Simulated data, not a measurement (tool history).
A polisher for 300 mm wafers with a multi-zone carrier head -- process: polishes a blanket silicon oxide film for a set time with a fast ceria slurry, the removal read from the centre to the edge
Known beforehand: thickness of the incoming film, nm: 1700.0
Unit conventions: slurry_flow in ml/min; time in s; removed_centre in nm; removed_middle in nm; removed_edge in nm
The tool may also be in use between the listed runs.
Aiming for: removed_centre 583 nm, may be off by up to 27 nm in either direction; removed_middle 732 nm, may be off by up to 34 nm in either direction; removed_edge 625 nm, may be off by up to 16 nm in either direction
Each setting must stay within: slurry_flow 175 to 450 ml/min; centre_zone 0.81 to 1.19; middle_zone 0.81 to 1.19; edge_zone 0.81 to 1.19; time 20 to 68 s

Run 1, hour 0: slurry_flow 290 ml/min, centre_zone 1, middle_zone 1, edge_zone 1, time 44 s. Result: removed_centre 702.92 nm, removed_middle 717.22 nm, removed_edge 710.3 nm.
Run 2, hour 8.2: slurry_flow 290 ml/min, centre_zone 1, middle_zone 1.03, edge_zone 1, time 44 s. Result: removed_centre 723.5 nm, removed_middle 742.01 nm, removed_edge 719.92 nm.
Run 3, hour 11.9: slurry_flow 290 ml/min, centre_zone 1, middle_zone 0.98, edge_zone 1, time 44 s. Result: removed_centre 708.36 nm, removed_middle 714.93 nm, removed_edge 711.86 nm.
Run 4, hour 17.1: slurry_flow 290 ml/min, centre_zone 0.96, middle_zone 1, edge_zone 0.96, time 43 s. Result: removed_centre 671.2 nm, removed_middle 707.8 nm, removed_edge 691.27 nm.
Run 5, hour 26.1: slurry_flow 290 ml/min, centre_zone 0.96, middle_zone 1, edge_zone 1.02, time 43 s. Result: removed_centre 676.27 nm, removed_middle 700.74 nm, removed_edge 702.61 nm.
Run 6, hour 27.7: slurry_flow 285 ml/min, centre_zone 0.94, middle_zone 1.03, edge_zone 0.98, time 42 s. Result: removed_centre 658.64 nm, removed_middle 685.33 nm, removed_edge 667.79 nm.
Run 7, hour 32.9: slurry_flow 325 ml/min, centre_zone 0.91, middle_zone 1.04, edge_zone 0.94, time 42 s. Result: removed_centre 631.06 nm, removed_middle 722.51 nm, removed_edge 669.75 nm.
Run 8, hour 34.8: slurry_flow 325 ml/min, centre_zone 0.9, middle_zone 1.05, edge_zone 0.92, time 42 s. Result: removed_centre 632.57 nm, removed_middle 727.89 nm, removed_edge 669.33 nm.
Run 9, hour 36.7: slurry_flow 305 ml/min, centre_zone 0.83, middle_zone 1.12, edge_zone 0.83, time 40 s. Result: removed_centre 556.87 nm, removed_middle 704.31 nm, removed_edge 596.07 nm.

Next run, 4 choices. One meets every target within its allowed miss, the rest don't. Which?
Run A, hour 38.6: slurry_flow 325 ml/min, centre_zone 0.82, middle_zone 1.1, edge_zone 0.88, time 38 s. Result: removed_centre ?, removed_middle ?, removed_edge ?.
Run B, hour 38.6: slurry_flow 250 ml/min, centre_zone 0.9, middle_zone 1.19, edge_zone 0.81, time 40 s. Result: removed_centre ?, removed_middle ?, removed_edge ?.
Run C, hour 38.6: slurry_flow 305 ml/min, centre_zone 0.87, middle_zone 1.15, edge_zone 0.81, time 40 s. Result: removed_centre ?, removed_middle ?, removed_edge ?.
Run D, hour 38.6: slurry_flow 210 ml/min, centre_zone 0.85, middle_zone 1.1, edge_zone 0.81, time 44 s. Result: removed_centre ?, removed_middle ?, removed_edge ?.

move  removed_centre  removed_middle  removed_edge
   A          519.35          662.42        577.85
   B          581.37          711.37        572.73
   C          576.41          712.44        583.12
   D          586.45          725.89        618.66
A: further off than the last run
B: further off than the last run
C: further off than the last run
D: every result within its allowed miss
The move that meets every target is D.

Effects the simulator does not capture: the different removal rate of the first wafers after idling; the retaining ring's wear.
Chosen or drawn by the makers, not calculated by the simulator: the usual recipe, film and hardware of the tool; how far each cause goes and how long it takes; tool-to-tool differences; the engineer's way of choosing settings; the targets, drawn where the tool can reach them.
